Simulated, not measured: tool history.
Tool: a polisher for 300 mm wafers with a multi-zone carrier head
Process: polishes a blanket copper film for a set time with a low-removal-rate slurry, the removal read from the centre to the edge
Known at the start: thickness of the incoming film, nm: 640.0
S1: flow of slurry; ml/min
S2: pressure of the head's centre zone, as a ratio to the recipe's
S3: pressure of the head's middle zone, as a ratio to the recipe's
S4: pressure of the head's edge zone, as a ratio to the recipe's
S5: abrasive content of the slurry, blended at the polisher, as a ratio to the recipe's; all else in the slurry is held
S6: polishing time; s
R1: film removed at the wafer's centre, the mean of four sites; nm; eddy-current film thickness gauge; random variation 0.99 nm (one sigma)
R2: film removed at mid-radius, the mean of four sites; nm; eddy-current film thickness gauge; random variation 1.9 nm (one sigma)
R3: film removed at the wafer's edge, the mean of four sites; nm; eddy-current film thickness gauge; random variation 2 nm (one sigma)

run    day   S1    S2    S3    S4    S5  S6      R1      R2      R3
  1      0  290     1     1     1     1  55  184.39  184.55   186.1
  2  0.062  285  0.97  0.96     1  0.95  55  177.28  178.61  185.29
  3  0.146  285  0.97  0.99     1  0.95  55   177.3  184.91  182.21
  4  0.488  315  0.97  0.99     1  0.95  55  180.72  185.32  184.26
  5  0.792  315  0.97  0.99     1  0.95  62  203.79  203.81  208.38
  6  1.058  315  0.95  0.95  1.02  0.85  59   181.5  190.09  193.64
  7  1.275  300  0.97  0.91  1.06  0.85  57  179.98  172.91  186.71

The next listed run, before its measurement:
  8  1.554  285  0.95  0.88  1.09  0.8  56   ?   ?   ?

Run 8 gave R1 168.07 nm, R2 164.66 nm, R3 183.73 nm.

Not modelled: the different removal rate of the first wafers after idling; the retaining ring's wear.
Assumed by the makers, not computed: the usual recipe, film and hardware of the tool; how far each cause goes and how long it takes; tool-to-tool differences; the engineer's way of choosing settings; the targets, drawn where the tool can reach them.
